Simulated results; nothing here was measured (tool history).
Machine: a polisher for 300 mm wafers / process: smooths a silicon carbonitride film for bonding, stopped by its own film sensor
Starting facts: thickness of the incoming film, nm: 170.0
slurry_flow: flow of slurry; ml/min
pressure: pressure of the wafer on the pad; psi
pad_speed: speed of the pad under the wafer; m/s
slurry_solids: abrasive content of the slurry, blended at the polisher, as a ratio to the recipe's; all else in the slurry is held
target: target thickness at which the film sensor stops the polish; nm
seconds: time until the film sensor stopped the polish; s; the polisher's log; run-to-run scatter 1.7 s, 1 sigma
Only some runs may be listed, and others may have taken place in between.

run,hour,slurry_flow,pressure,pad_speed,slurry_solids,target,seconds
1,0,300,2.3,1,1,144,75.709
2,7.1,300,2.1,1,1,144,80.161
3,13.2,260,2.1,1,1,144,81.052
4,18.5,260,2.1,1,1.2,144,74.159
5,21.2,260,2.4,1,1.2,144,68.287
6,25.2,260,2.2,0.96,1.2,144,75.025
7,31.3,260,2.2,0.96,1.2,144,75.335
8,34.3,260,2,0.94,1.2,144,80.34

What does the tool deliver on the next run?
9,41,260,1.8,0.9,1.2,144,?

seconds: 89.034 s
